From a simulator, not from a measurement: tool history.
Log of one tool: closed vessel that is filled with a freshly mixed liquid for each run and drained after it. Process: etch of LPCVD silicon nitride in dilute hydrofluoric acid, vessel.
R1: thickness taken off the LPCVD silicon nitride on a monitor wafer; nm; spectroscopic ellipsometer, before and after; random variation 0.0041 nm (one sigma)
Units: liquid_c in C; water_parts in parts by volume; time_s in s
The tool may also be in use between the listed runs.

Run 1, hour 0.0: liquid_c 25.0 C, water_parts 300 parts by volume, time_s 355 s. Result: R1 0.55934 nm.
Run 2, hour 8.7: liquid_c 28.5 C, water_parts 300 parts by volume, time_s 355 s. Result: R1 0.69162 nm.
Run 3, hour 16.5: liquid_c 31.5 C, water_parts 300 parts by volume, time_s 355 s. Result: R1 0.81513 nm.
Run 4, hour 18.7: liquid_c 31.5 C, water_parts 300 parts by volume, time_s 150 s. Result: R1 0.34556 nm.
Run 5, hour 25.1: liquid_c 31.0 C, water_parts 300 parts by volume, time_s 150 s. Result: R1 0.33800 nm.
Run 6, hour 28.2: liquid_c 31.0 C, water_parts 405 parts by volume, time_s 150 s. Result: R1 0.24521 nm.
Run 7, hour 30.3: liquid_c 31.0 C, water_parts 390 parts by volume, time_s 150 s. Result: R1 0.26051 nm.
Run 8, hour 35.8: liquid_c 31.0 C, water_parts 380 parts by volume, time_s 150 s. Result: R1 0.26095 nm.
Run 9, hour 41.5: liquid_c 31.0 C, water_parts 370 parts by volume, time_s 150 s. Result: R1 0.26312 nm.

Run 10 comes next. What will it give?
Run 10, hour 46.6: liquid_c 31.0 C, water_parts 360 parts by volume, time_s 150 s. Result: R1 ?.

Run 10 gave R1 0.28048 nm.
